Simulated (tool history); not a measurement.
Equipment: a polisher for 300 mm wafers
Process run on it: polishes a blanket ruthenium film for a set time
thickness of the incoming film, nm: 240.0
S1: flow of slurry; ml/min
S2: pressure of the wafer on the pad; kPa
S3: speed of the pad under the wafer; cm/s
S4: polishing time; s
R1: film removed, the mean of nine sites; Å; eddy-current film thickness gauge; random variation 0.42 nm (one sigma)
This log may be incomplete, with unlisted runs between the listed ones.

| run | hour | S1 | S2 | S3 | S4 | R1 |
|---|---|---|---|---|---|---|
| 1 | 0.0 | 215 | 16.5 | 128 | 18 | 355.33 |
| 2 | 2.9 | 260 | 16.5 | 128 | 18 | 358.10 |
| 3 | 4.6 | 260 | 16.5 | 140 | 18 | 393.51 |
| 4 | 8.5 | 260 | 16.5 | 152 | 18 | 424.56 |
| 5 | 16.7 | 260 | 18.6 | 152 | 18 | 478.66 |
| 6 | 18.9 | 260 | 20.0 | 152 | 18 | 513.47 |
| 7 | 25.8 | 260 | 21.4 | 152 | 18 | 546.72 |
| 8 | 27.1 | 260 | 22.8 | 154 | 18 | 588.15 |
| 9 | 34.4 | 260 | 23.4 | 156 | 18 | 611.51 |

What does the tool deliver on the next run?
| 10 | 35.8 | 265 | 24.1 | 158 | 18 | ? |

Logged for run 10: R1 636.07 Å.
